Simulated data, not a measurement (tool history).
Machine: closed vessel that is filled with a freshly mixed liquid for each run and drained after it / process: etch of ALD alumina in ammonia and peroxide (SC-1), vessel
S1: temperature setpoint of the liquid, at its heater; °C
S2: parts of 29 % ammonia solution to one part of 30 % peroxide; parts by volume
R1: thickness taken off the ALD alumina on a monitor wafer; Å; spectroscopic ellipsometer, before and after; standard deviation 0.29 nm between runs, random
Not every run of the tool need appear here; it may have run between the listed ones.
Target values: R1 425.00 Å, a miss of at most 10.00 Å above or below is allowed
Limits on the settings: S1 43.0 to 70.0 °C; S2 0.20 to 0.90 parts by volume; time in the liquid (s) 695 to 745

{"run": 1, "hour": 0.0, "S1": 59.0, "S2": 0.5, "time in the liquid (s)": 695, "R1": 528.76}
{"run": 2, "hour": 8.2, "S1": 58.0, "S2": 0.5, "time in the liquid (s)": 695, "R1": 508.78}
{"run": 3, "hour": 16.2, "S1": 58.0, "S2": 0.5, "time in the liquid (s)": 745, "R1": 538.27}
{"run": 4, "hour": 18.6, "S1": 58.0, "S2": 0.5, "time in the liquid (s)": 695, "R1": 507.25}
{"run": 5, "hour": 23.2, "S1": 58.0, "S2": 0.5, "time in the liquid (s)": 745, "R1": 538.86}
{"run": 6, "hour": 29.8, "S1": 58.0, "S2": 0.5, "time in the liquid (s)": 745, "R1": 542.54}
{"run": 7, "hour": 34.2, "S1": 57.0, "S2": 0.5, "time in the liquid (s)": 745, "R1": 517.11}
{"run": 8, "hour": 43.5, "S1": 56.5, "S2": 0.5, "time in the liquid (s)": 745, "R1": 489.84}
{"run": 9, "hour": 51.4, "S1": 56.0, "S2": 0.5, "time in the liquid (s)": 745, "R1": 482.13}
{"run": 10, "hour": 57.1, "S1": 55.5, "S2": 0.5, "time in the liquid (s)": 745, "R1": 471.49}
{"run": 11, "hour": 59.1, "S1": 55.5, "S2": 0.5, "time in the liquid (s)": 745, "R1": 465.57}

Consider the 5 candidate settings below. Which is the only one whose results all fall within their allowed miss of target?
{"run": "A", "hour": 61.1, "S1": 57.0, "S2": 0.5, "time in the liquid (s)": 725, "R1": "?"}
{"run": "B", "hour": 61.1, "S1": 52.5, "S2": 0.8, "time in the liquid (s)": 745, "R1": "?"}
{"run": "C", "hour": 61.1, "S1": 56.0, "S2": 0.55, "time in the liquid (s)": 720, "R1": "?"}
{"run": "D", "hour": 61.1, "S1": 54.0, "S2": 0.65, "time in the liquid (s)": 745, "R1": "?"}
{"run": "E", "hour": 61.1, "S1": 57.5, "S2": 0.25, "time in the liquid (s)": 695, "R1": "?"}

move=A R1=496.09
move=B R1=419.50
move=C R1=471.67
move=D R1=445.86
move=E R1=457.10
A: lands further from the targets than the last run did
B: hits every target within its allowed miss
C: lands further from the targets than the last run did
D: nearer than the last run, and not there yet
E: nearer than the last run, and not there yet
B is the move that brings every result within its allowed miss.
